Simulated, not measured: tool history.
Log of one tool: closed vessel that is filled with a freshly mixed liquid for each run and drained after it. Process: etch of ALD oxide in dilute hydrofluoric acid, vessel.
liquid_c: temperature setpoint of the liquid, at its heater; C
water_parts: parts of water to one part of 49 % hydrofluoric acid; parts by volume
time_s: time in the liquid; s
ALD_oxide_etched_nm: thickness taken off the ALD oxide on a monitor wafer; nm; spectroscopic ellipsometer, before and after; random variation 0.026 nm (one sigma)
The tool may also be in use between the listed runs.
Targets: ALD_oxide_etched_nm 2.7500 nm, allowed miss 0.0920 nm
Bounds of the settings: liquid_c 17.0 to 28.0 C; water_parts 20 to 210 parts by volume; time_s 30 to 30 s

run	hour	liquid_c	water_parts	time_s	ALD_oxide_etched_nm
1	0.0	20.0	115	30	4.3567
2	6.1	20.0	115	30	4.3297
3	13.0	19.5	120	30	4.0916
4	19.7	18.0	120	30	3.8594
5	22.5	18.0	120	30	3.8156
6	26.3	18.0	125	30	3.7200
7	33.2	18.0	130	30	3.4790
8	38.1	18.0	135	30	3.3785
9	39.9	18.0	140	30	3.2015
10	48.3	17.5	150	30	2.9177

4 next moves are on the table. One of them brings every result within its allowed miss. Which?
A	56.7	17.5	145	30	?
B	56.7	17.0	155	30	?
C	56.7	19.0	145	30	?
D	56.7	18.5	150	30	?

move	ALD_oxide_etched_nm
A	3.0320
B	2.7520
C	3.2224
D	3.0373
A: further off than the last run
B: meets every target
C: further off than the last run
D: further off than the last run
The right move is B.

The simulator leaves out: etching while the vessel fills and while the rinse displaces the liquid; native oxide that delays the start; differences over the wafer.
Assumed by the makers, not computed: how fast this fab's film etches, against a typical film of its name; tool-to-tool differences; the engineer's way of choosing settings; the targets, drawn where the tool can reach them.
